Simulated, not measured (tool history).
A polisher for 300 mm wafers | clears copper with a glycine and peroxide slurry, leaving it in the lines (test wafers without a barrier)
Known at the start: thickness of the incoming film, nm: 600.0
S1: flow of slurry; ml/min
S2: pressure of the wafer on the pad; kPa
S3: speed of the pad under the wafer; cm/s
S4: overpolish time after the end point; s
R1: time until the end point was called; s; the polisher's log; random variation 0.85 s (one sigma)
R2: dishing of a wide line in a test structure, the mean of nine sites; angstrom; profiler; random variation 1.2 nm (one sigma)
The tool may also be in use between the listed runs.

run 1 hour=0.0 | S1=180 S2=24.1 S3=110 S4=11 | R1=79.144 R2=546.73
run 2 hour=0.9 | S1=180 S2=24.1 S3=84 S4=11 | R1=98.293 R2=467.96
run 3 hour=4.3 | S1=180 S2=24.1 S3=84 S4=14 | R1=99.108 R2=567.17
run 4 hour=10.2 | S1=220 S2=24.1 S3=84 S4=14 | R1=99.720 R2=570.97
run 5 hour=14.3 | S1=220 S2=25.5 S3=86 S4=14 | R1=88.804 R2=602.09
run 6 hour=17.1 | S1=220 S2=26.9 S3=86 S4=14 | R1=89.287 R2=618.36
run 7 hour=23.7 | S1=220 S2=27.6 S3=90 S4=14 | R1=82.822 R2=643.33
run 8 hour=31.8 | S1=220 S2=28.3 S3=92 S4=14 | R1=80.968 R2=670.04
run 9 hour=39.7 | S1=220 S2=29.0 S3=94 S4=14 | R1=80.767 R2=692.06
run 10 hour=43.1 | S1=220 S2=29.6 S3=98 S4=13 | R1=74.204 R2=680.53
run 11 hour=43.7 | S1=225 S2=36.5 S3=108 S4=9 | R1=60.423 R2=604.34
run 12 hour=47.0 | S1=225 S2=36.5 S3=110 S4=9 | R1=56.925 R2=607.19

Run 13 comes next. What will it give?
run 13 hour=52.7 | S1=225 S2=36.5 S3=112 S4=9 | R1=? R2=?

{"run 13": {"R1": 54.227, "R2": 625.28}}
